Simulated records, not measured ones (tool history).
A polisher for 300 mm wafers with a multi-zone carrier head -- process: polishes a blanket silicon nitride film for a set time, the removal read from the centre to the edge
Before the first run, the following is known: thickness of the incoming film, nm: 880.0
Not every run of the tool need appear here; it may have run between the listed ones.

run	day	flow of slurry (ml/min)	pressure of the head's centre zone	pressure of the head's middle zone	pressure of the head's edge zone	polishing time (s)	film removed at the wafer's centre (angstrom)	film removed at mid-radius (angstrom)	film removed at the wafer's edge (angstrom)
1	0.000	225	1.00	1.00	1.00	65	1454.20	1416.30	1469.20
2	0.025	225	1.00	1.00	1.07	65	1482.20	1420.90	1474.50
3	0.229	205	1.00	1.00	1.07	65	1449.70	1453.50	1464.30
4	0.417	235	1.00	1.00	1.07	65	1479.30	1432.00	1479.70
5	0.596	235	0.93	1.00	1.07	65	1384.40	1443.80	1480.30
6	0.625	235	0.96	1.01	1.06	56	1210.60	1216.30	1262.30
7	0.662	230	0.98	1.03	1.06	51	1131.20	1147.50	1159.10

Run 8 is up next; what results do you expect?
8	0.712	205	0.95	0.96	0.96	44	?	?	?

film removed at the wafer's centre (angstrom): 936.08
film removed at mid-radius (angstrom): 921.52
film removed at the wafer's edge (angstrom): 952.84

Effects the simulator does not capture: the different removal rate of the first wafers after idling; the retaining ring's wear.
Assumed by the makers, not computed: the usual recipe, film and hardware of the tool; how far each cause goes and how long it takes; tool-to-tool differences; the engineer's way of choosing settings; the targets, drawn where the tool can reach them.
